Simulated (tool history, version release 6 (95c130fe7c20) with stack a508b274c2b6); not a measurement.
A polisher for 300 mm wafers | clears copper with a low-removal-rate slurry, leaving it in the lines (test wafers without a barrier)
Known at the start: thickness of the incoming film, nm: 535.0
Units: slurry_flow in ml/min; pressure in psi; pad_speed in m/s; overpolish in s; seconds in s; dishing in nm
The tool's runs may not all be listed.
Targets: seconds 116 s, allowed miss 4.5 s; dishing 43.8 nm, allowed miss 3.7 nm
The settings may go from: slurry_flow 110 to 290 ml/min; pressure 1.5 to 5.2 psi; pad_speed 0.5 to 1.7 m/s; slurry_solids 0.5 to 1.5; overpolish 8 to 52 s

Run 1, hour 0: slurry_flow 185 ml/min, pressure 3.3 psi, pad_speed 1.1 m/s, slurry_solids 1, overpolish 26 s. Result: seconds 144.24 s, dishing 37.515 nm.
Run 2, hour 1.5: slurry_flow 185 ml/min, pressure 3.4 psi, pad_speed 1.1 m/s, slurry_solids 1, overpolish 27 s. Result: seconds 138.78 s, dishing 40.517 nm.
Run 3, hour 10.1: slurry_flow 145 ml/min, pressure 3.4 psi, pad_speed 1.1 m/s, slurry_solids 1, overpolish 27 s. Result: seconds 141.35 s, dishing 38.892 nm.
Run 4, hour 13.7: slurry_flow 145 ml/min, pressure 3.4 psi, pad_speed 0.9 m/s, slurry_solids 1, overpolish 27 s. Result: seconds 175.36 s, dishing 34.193 nm.
Run 5, hour 14.2: slurry_flow 145 ml/min, pressure 3.4 psi, pad_speed 0.9 m/s, slurry_solids 1.15, overpolish 27 s. Result: seconds 169.79 s, dishing 37.432 nm.
Run 6, hour 15.7: slurry_flow 145 ml/min, pressure 3.7 psi, pad_speed 0.9 m/s, slurry_solids 1.15, overpolish 26 s. Result: seconds 154.9 s, dishing 37.691 nm.
Run 7, hour 24.3: slurry_flow 145 ml/min, pressure 3.9 psi, pad_speed 0.9 m/s, slurry_solids 1.15, overpolish 26 s. Result: seconds 146.43 s, dishing 40.58 nm.
Run 8, hour 28.4: slurry_flow 145 ml/min, pressure 4.1 psi, pad_speed 0.9 m/s, slurry_solids 1.15, overpolish 25 s. Result: seconds 140.51 s, dishing 37.417 nm.
Run 9, hour 31.6: slurry_flow 145 ml/min, pressure 4.2 psi, pad_speed 0.9 m/s, slurry_solids 1.15, overpolish 26 s. Result: seconds 139.87 s, dishing 39.826 nm.
Run 10, hour 33.7: slurry_flow 145 ml/min, pressure 4.4 psi, pad_speed 0.9 m/s, slurry_solids 1.15, overpolish 26 s. Result: seconds 131.76 s, dishing 40.748 nm.
Run 11, hour 36.8: slurry_flow 145 ml/min, pressure 4.5 psi, pad_speed 0.9 m/s, slurry_solids 1.15, overpolish 26 s. Result: seconds 129.04 s, dishing 41.609 nm.
Run 12, hour 39.9: slurry_flow 145 ml/min, pressure 4.6 psi, pad_speed 0.9 m/s, slurry_solids 1.15, overpolish 26 s. Result: seconds 123.29 s, dishing 43.24 nm.
Run 13, hour 45.8: slurry_flow 145 ml/min, pressure 4.7 psi, pad_speed 0.9 m/s, slurry_solids 1.15, overpolish 25 s. Result: seconds 121.54 s, dishing 41.881 nm.

Which of these 4 next moves meets every target?
Run A, hour 51.7: slurry_flow 130 ml/min, pressure 5 psi, pad_speed 0.8 m/s, slurry_solids 1.1, overpolish 20 s. Result: seconds ?, dishing ?.
Run B, hour 51.7: slurry_flow 180 ml/min, pressure 5.2 psi, pad_speed 0.86 m/s, slurry_solids 1.1, overpolish 26 s. Result: seconds ?, dishing ?.
Run C, hour 51.7: slurry_flow 155 ml/min, pressure 4.7 psi, pad_speed 0.94 m/s, slurry_solids 1.15, overpolish 17 s. Result: seconds ?, dishing ?.
Run D, hour 51.7: slurry_flow 170 ml/min, pressure 4.4 psi, pad_speed 0.92 m/s, slurry_solids 1.15, overpolish 27 s. Result: seconds ?, dishing ?.

move  seconds  dishing
   A   130.98   36.075
   B   114.28   42.987
   C   116.13   35.174
   D   125.45   41.601
A: further off than the last run
B: meets every target
C: brings the result that was furthest off to its target, and leaves another outside
D: further off than the last run
Answer: B
